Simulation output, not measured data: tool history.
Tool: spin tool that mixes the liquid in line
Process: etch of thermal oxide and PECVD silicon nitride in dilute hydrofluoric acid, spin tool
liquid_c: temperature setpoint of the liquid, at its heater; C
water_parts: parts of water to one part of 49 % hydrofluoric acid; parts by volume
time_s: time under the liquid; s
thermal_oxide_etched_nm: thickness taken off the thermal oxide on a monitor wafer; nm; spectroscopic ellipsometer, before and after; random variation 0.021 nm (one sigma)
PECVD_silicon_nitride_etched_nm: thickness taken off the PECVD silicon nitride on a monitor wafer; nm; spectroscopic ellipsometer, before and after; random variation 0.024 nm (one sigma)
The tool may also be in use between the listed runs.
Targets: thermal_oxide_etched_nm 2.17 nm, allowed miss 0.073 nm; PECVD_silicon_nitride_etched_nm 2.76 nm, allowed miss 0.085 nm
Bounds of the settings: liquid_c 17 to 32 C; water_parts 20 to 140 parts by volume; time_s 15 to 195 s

run,day,liquid_c,water_parts,time_s,thermal_oxide_etched_nm,PECVD_silicon_nitride_etched_nm
1,0,24,75,100,6.3552,7.4265
2,0.062,24,90,100,5.1367,6.1577
3,0.338,26,90,100,5.5379,6.9866
4,0.633,26,90,75,4.1417,5.253
5,0.821,25.5,95,75,3.8658,4.7856
6,1.192,25.5,100,75,3.5916,4.6196
7,1.529,25,105,75,3.4239,4.2162
8,1.838,25,110,75,3.1787,4.0401
9,1.917,22,140,85,2.4464,2.9553

Which of these 4 next moves meets every target?
A,1.996,22,140,90,?,?
B,1.996,30,140,50,?,?
C,1.996,24.5,125,60,?,?
D,1.996,27.5,140,55,?,?

move,thermal_oxide_etched_nm,PECVD_silicon_nitride_etched_nm
A,2.555,3.1325
B,1.9198,2.8964
C,2.1397,2.7501
D,1.9266,2.7275
A: further off than the last run
B: takes the result that was furthest off past its target
C: meets every target
D: takes the result that was furthest off past its target
Answer: C
